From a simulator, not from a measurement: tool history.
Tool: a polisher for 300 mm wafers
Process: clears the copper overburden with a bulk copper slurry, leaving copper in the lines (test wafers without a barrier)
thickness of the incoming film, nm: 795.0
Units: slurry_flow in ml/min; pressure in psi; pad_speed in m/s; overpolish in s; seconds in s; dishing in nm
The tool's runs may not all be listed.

run    day  slurry_flow  pressure  pad_speed  slurry_solids  overpolish  seconds  dishing
  1  0.000          240       2.3       0.92           1.00          16   128.99   61.116
  2  0.258          240       2.3       0.92           1.00          10   130.78   42.858
  3  0.283          240       2.2       0.96           1.00           9   131.20   38.084
  4  0.442          240       2.2       1.08           1.00           9   118.24   41.669
  5  0.729          245       2.1       1.12           1.05           9   118.49   42.041
  6  0.938          235       2.0       1.16           1.00           9   119.35   40.712
  7  1.129          225       1.9       1.18           0.95           9   127.57   38.801

Forecast run 8:
  8  1.367          240       1.8       1.20           0.90           9        ?        ?

seconds: 131.23 s
dishing: 38.359 nm

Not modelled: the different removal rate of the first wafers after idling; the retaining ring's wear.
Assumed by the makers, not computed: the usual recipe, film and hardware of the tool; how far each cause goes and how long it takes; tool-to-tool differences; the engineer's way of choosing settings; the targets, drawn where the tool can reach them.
